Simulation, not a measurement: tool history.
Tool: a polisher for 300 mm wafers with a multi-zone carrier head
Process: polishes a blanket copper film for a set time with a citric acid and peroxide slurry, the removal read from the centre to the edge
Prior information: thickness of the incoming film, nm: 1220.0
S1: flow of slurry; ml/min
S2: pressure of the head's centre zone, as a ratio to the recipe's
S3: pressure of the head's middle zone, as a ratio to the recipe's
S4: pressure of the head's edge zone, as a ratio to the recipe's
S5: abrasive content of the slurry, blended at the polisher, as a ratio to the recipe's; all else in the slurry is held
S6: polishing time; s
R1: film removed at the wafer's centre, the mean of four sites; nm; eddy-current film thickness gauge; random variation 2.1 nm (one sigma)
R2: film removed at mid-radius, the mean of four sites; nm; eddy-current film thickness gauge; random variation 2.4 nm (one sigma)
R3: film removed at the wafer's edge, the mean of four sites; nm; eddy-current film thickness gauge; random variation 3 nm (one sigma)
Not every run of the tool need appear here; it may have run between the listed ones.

run,hour,S1,S2,S3,S4,S5,S6,R1,R2,R3
1,0,130,1,1,1,1,77,177.4,179.56,180.09
2,6.2,135,1.01,1.01,1.02,1.05,77,179.93,178.85,185.94
3,8.4,140,1.02,1.03,1.02,1.1,78,188.28,191.4,193.41
4,16.7,110,1.02,1.03,1.02,1.1,78,176.51,181.73,184.02
5,25.4,120,1.03,1.04,1.03,1.15,78,186.15,189.05,189.95
6,30.8,130,1.03,1.05,1.04,1.15,78,189.05,190.82,191.61

For run 7, what comes out?
7,34.9,135,1.03,1.05,1.05,1.2,78,?,?,?

R1: 190.49 nm
R2: 189.66 nm
R3: 193.58 nm
